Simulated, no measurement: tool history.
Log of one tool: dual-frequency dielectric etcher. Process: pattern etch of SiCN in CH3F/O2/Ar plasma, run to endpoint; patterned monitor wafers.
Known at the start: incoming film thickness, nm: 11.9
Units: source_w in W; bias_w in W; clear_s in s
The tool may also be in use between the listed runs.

run,hour,source_w,bias_w,clear_s
1,0,460,69,27.584
2,6.8,460,79,26.951
3,13.5,390,79,27.92
4,16.7,470,79,26.62
5,24,540,79,25.391
6,29.1,600,79,24.113
7,34.1,510,72,26.465
8,41.4,450,67,27.977
9,42,400,63,29.531

Run 10 comes next. What will it give?
10,43.2,370,61,?

Run 10 gave clear_s 30.357 s.

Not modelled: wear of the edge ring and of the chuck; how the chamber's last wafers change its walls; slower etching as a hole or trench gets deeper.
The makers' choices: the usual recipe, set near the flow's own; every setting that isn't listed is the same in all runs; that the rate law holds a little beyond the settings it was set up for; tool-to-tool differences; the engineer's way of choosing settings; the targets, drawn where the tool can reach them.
